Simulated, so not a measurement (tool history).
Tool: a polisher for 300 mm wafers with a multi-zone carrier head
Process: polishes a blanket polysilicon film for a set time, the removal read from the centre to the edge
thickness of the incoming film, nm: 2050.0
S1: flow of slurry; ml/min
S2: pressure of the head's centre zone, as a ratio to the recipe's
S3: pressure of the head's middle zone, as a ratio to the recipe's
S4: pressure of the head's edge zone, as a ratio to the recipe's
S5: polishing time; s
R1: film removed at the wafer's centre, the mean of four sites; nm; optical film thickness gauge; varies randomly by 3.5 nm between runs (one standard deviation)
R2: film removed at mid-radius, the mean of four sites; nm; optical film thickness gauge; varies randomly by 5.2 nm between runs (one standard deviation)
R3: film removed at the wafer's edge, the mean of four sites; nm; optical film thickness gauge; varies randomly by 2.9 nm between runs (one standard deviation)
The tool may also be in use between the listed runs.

| run | hour | S1 | S2 | S3 | S4 | S5 | R1 | R2 | R3 |
|---|---|---|---|---|---|---|---|---|---|
| 1 | 0 | 160 | 1 | 1 | 1 | 87 | 331.9 | 322.25 | 333.09 |
| 2 | 4.8 | 160 | 1 | 1 | 1 | 107 | 411.91 | 402.57 | 407.75 |
| 3 | 13.2 | 175 | 1 | 1 | 1 | 107 | 412.67 | 404.15 | 410.42 |
| 4 | 17.6 | 175 | 0.96 | 1 | 1 | 107 | 398.27 | 397.55 | 409.34 |
| 5 | 25.5 | 180 | 0.98 | 1.04 | 1 | 107 | 409.7 | 417.77 | 419.01 |
| 6 | 28.9 | 180 | 0.98 | 1 | 1 | 107 | 413.48 | 403.58 | 410.22 |
| 7 | 35.6 | 190 | 0.99 | 1.04 | 0.98 | 107 | 418.07 | 415.06 | 407.5 |
| 8 | 38.7 | 195 | 1 | 1.08 | 0.98 | 107 | 431.88 | 433.86 | 411.64 |

Run 9 has not been measured yet. What should we expect?
| 9 | 40.7 | 200 | 1 | 1.11 | 0.98 | 107 | ? | ? | ? |

Run 9 measured R1 426.44 nm, R2 440.78 nm, R3 417.9 nm.
